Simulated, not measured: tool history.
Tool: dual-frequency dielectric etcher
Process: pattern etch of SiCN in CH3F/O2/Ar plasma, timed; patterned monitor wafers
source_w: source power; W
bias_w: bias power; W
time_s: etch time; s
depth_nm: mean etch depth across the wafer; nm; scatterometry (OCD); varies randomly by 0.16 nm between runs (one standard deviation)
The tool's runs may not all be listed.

run	hour	source_w	bias_w	time_s	depth_nm
1	0	410	80	89.5	35.44
2	8.9	410	88	89.5	36.965
3	11.3	410	97	89.5	39.027
4	17.6	470	97	89.5	40.661
5	26.1	420	90	89.5	38.082
6	31.1	420	90	93	38.916

The next listed run, before its measurement:
7	35.9	390	84	92.5	?

Run 7 yielded depth_nm 36.706 nm.
